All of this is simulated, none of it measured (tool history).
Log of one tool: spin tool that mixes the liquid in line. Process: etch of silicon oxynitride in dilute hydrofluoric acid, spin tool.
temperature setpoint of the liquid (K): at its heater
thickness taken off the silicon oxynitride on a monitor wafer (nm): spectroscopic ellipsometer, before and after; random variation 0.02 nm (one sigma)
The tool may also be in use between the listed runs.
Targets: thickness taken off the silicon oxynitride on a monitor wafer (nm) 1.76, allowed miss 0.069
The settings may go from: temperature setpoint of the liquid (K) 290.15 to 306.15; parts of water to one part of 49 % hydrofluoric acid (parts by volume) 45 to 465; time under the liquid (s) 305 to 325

run  hour  temperature setpoint of the liquid (K)  parts of water to one part of 49 % hydrofluoric acid (parts by volume)  time under the liquid (s)  thickness taken off the silicon oxynitride on a monitor wafer (nm)
  1     0                                  298.15                                                                     255                        305                                                              3.2499
  2   1.5                                  296.15                                                                     270                        305                                                              2.7894
  3  10.4                                  296.15                                                                     185                        305                                                              4.2732
  4  14.9                                  296.15                                                                     185                        305                                                              4.2973
  5  23.4                                  298.65                                                                     185                        305                                                              4.9048
  6  24.3                                  298.65                                                                     240                        305                                                              3.5548
  7  32.2                                  296.65                                                                     260                        305                                                              2.9589
  8  35.7                                  295.15                                                                     275                        305                                                              2.6481
  9  44.7                                  294.15                                                                     290                        305                                                              2.3476
     47.4  -- hydrofluoric acid flow meter replaced
 10  47.4                                  293.15                                                                     300                        305                                                               2.034

4 next moves are on the table. One of them brings every result within its allowed miss. Which?
  A  50.1                                  292.65                                                                     375                        325                                                                   ?
  B  50.1                                  293.15                                                                     335                        305                                                                   ?
  C  50.1                                  294.65                                                                     305                        325                                                                   ?
  D  50.1                                  295.15                                                                     390                        305                                                                   ?

move  thickness taken off the silicon oxynitride on a monitor wafer (nm)
   A                                                              1.5992
   B                                                              1.7567
   C                                                              2.2352
   D                                                              1.5907
A: takes the result that was furthest off past its target
B: meets every target
C: further off than the last run
D: takes the result that was furthest off past its target
The right move is B.
